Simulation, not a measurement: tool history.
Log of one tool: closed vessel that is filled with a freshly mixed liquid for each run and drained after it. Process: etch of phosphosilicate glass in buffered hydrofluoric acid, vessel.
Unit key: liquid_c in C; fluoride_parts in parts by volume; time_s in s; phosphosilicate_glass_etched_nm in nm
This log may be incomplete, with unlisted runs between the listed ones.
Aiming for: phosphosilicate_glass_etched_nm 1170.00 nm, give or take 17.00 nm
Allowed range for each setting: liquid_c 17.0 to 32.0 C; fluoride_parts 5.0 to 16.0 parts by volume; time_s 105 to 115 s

run  hour  liquid_c  fluoride_parts  time_s  phosphosilicate_glass_etched_nm
  1   0.0      25.0             9.5     105                           628.39
  2   5.2      25.0            12.0     105                           507.38
  3  13.1      27.0            10.5     105                           647.33
  4  18.9      28.5             9.5     105                           754.76
  5  23.1      27.0             9.5     105                           698.28
  6  31.9      27.0             9.5     115                           763.16
  7  34.3      28.5             9.0     115                           856.64
  8  41.5      29.5             8.5     115                           957.30

Which of these 5 next moves meets every target?
  A  48.7      29.5             7.5     115                                ?
  B  48.7      31.5            10.5     115                                ?
  C  48.7      31.0            10.0     110                                ?
  D  48.7      28.0             6.5     115                                ?
  E  48.7      32.0             7.5     115                                ?

move  phosphosilicate_glass_etched_nm
   A                          1109.50
   B                           902.68
   C                           882.08
   D                          1177.40
   E                          1263.90
A: an improvement on the last run, though not all results are within tolerance
B: further off than the last run
C: further off than the last run
D: meets every target
E: pushes the last run's worst result past its target
D meets every target.
